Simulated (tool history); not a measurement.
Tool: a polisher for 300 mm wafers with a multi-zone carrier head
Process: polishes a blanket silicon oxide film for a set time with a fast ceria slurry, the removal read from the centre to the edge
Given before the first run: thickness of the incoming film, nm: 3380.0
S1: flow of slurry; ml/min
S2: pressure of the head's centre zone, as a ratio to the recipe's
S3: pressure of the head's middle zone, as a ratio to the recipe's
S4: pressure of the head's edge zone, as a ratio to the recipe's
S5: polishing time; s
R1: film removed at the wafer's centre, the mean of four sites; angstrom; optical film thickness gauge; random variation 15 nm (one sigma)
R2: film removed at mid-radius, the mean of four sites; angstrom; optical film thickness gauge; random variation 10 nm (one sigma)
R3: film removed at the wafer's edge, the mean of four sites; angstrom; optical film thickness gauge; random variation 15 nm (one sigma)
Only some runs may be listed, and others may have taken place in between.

run	hour	S1	S2	S3	S4	S5	R1	R2	R3
1	0	250	1	1	1	52	12179	12235	11840
2	7.2	245	1.02	0.95	1.01	50	12002	11011	11722
3	13.8	245	1.02	0.95	1.09	50	12128	11253	11974
4	19.9	245	1.02	0.95	1.15	50	11807	11010	11998
5	26.4	245	1.05	0.93	1.14	47	11352	10142	11522
6	30.1	245	1.05	0.93	1.14	41	9743.9	9205.4	9976.4

Predict the results of run 7:
7	38.1	245	1.05	0.93	1.14	41	?	?	?

{"run 7": {"R1": 9797.5, "R2": 8942.4, "R3": 10144}}
